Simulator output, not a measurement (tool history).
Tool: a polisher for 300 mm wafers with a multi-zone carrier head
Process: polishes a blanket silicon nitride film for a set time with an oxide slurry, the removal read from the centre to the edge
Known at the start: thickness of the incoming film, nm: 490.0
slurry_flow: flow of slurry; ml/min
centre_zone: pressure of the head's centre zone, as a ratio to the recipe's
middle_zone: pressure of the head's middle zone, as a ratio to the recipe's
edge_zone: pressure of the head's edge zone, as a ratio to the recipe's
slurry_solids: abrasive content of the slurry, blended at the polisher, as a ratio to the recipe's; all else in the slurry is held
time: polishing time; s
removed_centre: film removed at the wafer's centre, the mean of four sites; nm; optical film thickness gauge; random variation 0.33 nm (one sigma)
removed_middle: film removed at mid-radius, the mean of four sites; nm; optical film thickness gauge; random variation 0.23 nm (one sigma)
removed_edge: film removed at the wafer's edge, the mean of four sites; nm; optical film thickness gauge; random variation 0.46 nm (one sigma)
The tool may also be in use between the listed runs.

{"run": 1, "day": 0.0, "slurry_flow": 290, "centre_zone": 1, "middle_zone": 1, "edge_zone": 1, "slurry_solids": 1, "time": 70, "removed_centre": 42.69, "removed_middle": 42.381, "removed_edge": 43.138}
{"run": 2, "day": 0.188, "slurry_flow": 285, "centre_zone": 0.96, "middle_zone": 0.96, "edge_zone": 0.99, "slurry_solids": 0.85, "time": 70, "removed_centre": 36.138, "removed_middle": 35.759, "removed_edge": 38.226}
{"run": 3, "day": 0.558, "slurry_flow": 285, "centre_zone": 1.02, "middle_zone": 0.96, "edge_zone": 0.99, "slurry_solids": 0.85, "time": 70, "removed_centre": 37.585, "removed_middle": 35.752, "removed_edge": 37.03}
{"run": 4, "day": 0.704, "slurry_flow": 275, "centre_zone": 0.97, "middle_zone": 0.93, "edge_zone": 0.96, "slurry_solids": 0.85, "time": 70, "removed_centre": 36.043, "removed_middle": 35.47, "removed_edge": 37.785}
{"run": 5, "day": 0.9, "slurry_flow": 270, "centre_zone": 0.95, "middle_zone": 0.91, "edge_zone": 0.96, "slurry_solids": 0.8, "time": 70, "removed_centre": 33.333, "removed_middle": 32.055, "removed_edge": 35.916}
{"run": 6, "day": 1.15, "slurry_flow": 270, "centre_zone": 0.95, "middle_zone": 0.91, "edge_zone": 0.96, "slurry_solids": 0.95, "time": 70, "removed_centre": 38.919, "removed_middle": 37.865, "removed_edge": 40.442}
{"run": 7, "day": 1.488, "slurry_flow": 265, "centre_zone": 0.93, "middle_zone": 0.9, "edge_zone": 0.95, "slurry_solids": 0.9, "time": 70, "removed_centre": 36.197, "removed_middle": 35.495, "removed_edge": 40.046}
{"run": 8, "day": 1.696, "slurry_flow": 270, "centre_zone": 0.92, "middle_zone": 0.9, "edge_zone": 0.94, "slurry_solids": 0.85, "time": 70, "removed_centre": 33.619, "removed_middle": 33.8, "removed_edge": 36.59}
{"run": 9, "day": 1.796, "slurry_flow": 250, "centre_zone": 0.84, "middle_zone": 0.81, "edge_zone": 0.94, "slurry_solids": 0.75, "time": 69, "removed_centre": 27.241, "removed_middle": 26.961, "removed_edge": 33.078}
{"run": 10, "day": 1.871, "slurry_flow": 260, "centre_zone": 0.85, "middle_zone": 0.82, "edge_zone": 0.94, "slurry_solids": 0.75, "time": 69, "removed_centre": 27.522, "removed_middle": 27.233, "removed_edge": 32.182}

The next listed run, before its measurement:
{"run": 11, "day": 1.912, "slurry_flow": 255, "centre_zone": 0.86, "middle_zone": 0.83, "edge_zone": 0.94, "slurry_solids": 0.75, "time": 69, "removed_centre": "?", "removed_middle": "?", "removed_edge": "?"}

{"run 11": {"removed_centre": 27.808, "removed_middle": 27.599, "removed_edge": 32.595}}
